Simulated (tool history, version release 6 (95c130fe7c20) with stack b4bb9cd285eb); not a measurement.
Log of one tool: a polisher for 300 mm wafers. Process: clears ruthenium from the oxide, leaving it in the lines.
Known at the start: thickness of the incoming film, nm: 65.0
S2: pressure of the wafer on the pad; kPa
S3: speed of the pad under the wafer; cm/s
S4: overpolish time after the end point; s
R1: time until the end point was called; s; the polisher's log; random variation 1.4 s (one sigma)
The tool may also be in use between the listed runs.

run 1 hour=0.0 | flow_of_slurry_(ml/min)=270 S2=9.7 S3=114 S4=40 | R1=77.880
run 2 hour=1.5 | flow_of_slurry_(ml/min)=270 S2=9.7 S3=114 S4=43 | R1=77.713
run 3 hour=2.5 | flow_of_slurry_(ml/min)=270 S2=11.7 S3=114 S4=43 | R1=68.945
run 4 hour=8.8 | flow_of_slurry_(ml/min)=270 S2=11.7 S3=130 S4=43 | R1=60.420
run 5 hour=11.0 | flow_of_slurry_(ml/min)=270 S2=10.3 S3=122 S4=43 | R1=69.519
run 6 hour=11.6 | flow_of_slurry_(ml/min)=270 S2=9.7 S3=116 S4=43 | R1=76.939
run 7 hour=18.9 | flow_of_slurry_(ml/min)=260 S2=6.9 S3=92 S4=43 | R1=118.630

Forecast run 8:
run 8 hour=19.7 | flow_of_slurry_(ml/min)=260 S2=6.2 S3=92 S4=43 | R1=?

{"run 8": {"R1": 122.52}}

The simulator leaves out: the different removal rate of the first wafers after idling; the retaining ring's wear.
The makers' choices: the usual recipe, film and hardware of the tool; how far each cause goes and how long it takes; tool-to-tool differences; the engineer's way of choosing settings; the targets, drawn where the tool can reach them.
